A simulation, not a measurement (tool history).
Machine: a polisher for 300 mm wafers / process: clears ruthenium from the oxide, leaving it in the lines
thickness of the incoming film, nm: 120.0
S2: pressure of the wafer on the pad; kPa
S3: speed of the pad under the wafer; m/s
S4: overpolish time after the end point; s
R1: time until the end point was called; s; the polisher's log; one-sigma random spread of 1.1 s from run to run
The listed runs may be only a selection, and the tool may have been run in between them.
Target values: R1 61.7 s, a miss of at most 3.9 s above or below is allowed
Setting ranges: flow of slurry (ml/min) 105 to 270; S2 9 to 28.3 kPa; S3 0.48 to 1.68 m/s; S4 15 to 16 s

run 1 hour=0 | flow_of_slurry_(ml/min)=175 S2=18.6 S3=1.08 S4=15 | R1=81.763
run 2 hour=8.2 | flow_of_slurry_(ml/min)=175 S2=14.5 S3=1.08 S4=15 | R1=99.589
run 3 hour=9.1 | flow_of_slurry_(ml/min)=175 S2=18.6 S3=1.08 S4=15 | R1=81.379
run 4 hour=9.9 | flow_of_slurry_(ml/min)=215 S2=18.6 S3=1.08 S4=15 | R1=78.014
run 5 hour=15.2 | flow_of_slurry_(ml/min)=215 S2=19.3 S3=1.08 S4=15 | R1=76.786
run 6 hour=21.1 | flow_of_slurry_(ml/min)=215 S2=19.3 S3=0.84 S4=15 | R1=96.667
run 7 hour=27.6 | flow_of_slurry_(ml/min)=215 S2=21.4 S3=0.86 S4=15 | R1=89.622
run 8 hour=31.1 | flow_of_slurry_(ml/min)=215 S2=22.8 S3=0.9 S4=15 | R1=78.217
run 9 hour=33.5 | flow_of_slurry_(ml/min)=215 S2=23.4 S3=0.9 S4=15 | R1=77.459
run 10 hour=40.7 | flow_of_slurry_(ml/min)=215 S2=24.1 S3=0.92 S4=15 | R1=74.63

Which single option among these 4 for the next run brings every result within its allowed miss of target? Just one does.
run A hour=47.9 | flow_of_slurry_(ml/min)=210 S2=20.7 S3=0.8 S4=15 | R1=?
run B hour=47.9 | flow_of_slurry_(ml/min)=210 S2=21.4 S3=1.22 S4=15 | R1=?
run C hour=47.9 | flow_of_slurry_(ml/min)=210 S2=22.1 S3=0.8 S4=15 | R1=?
run D hour=47.9 | flow_of_slurry_(ml/min)=205 S2=22.8 S3=0.72 S4=16 | R1=?

move=A R1=96.865
move=B R1=62.681
move=C R1=91.808
move=D R1=99.204
A: further off than the last run
B: each result inside its tolerance
C: further off than the last run
D: further off than the last run
B is the move that brings every result within its allowed miss.

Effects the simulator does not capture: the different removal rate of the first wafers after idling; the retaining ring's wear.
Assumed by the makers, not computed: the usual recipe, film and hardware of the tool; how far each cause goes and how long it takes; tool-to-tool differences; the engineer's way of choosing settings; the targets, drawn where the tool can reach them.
